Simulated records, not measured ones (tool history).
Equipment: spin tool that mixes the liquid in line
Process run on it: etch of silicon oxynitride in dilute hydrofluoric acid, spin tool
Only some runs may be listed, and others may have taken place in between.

run    day  temperature setpoint of the liquid (°C)  parts of water to one part of 49 % hydrofluoric acid (parts by volume)  time under the liquid (s)  thickness taken off the silicon oxynitride on a monitor wafer (angstrom)
  1      0                                       20                                                                      45                        315                                                                     120.5
  2  0.042                                     21.5                                                                      40                        315                                                                    145.23
  3  0.308                                     21.5                                                                      40                        340                                                                    158.28
  4  0.346                                     21.5                                                                      30                        340                                                                     207.1
  5  0.538                                     21.5                                                                      20                        340                                                                    321.18
  6  0.767                                     21.5                                                                      30                        340                                                                    211.83

What will run 7 give?
  7  0.879                                       22                                                                      30                        340                                                                         ?

{"run 7": {"thickness taken off the silicon oxynitride on a monitor wafer (angstrom)": 218.76}}
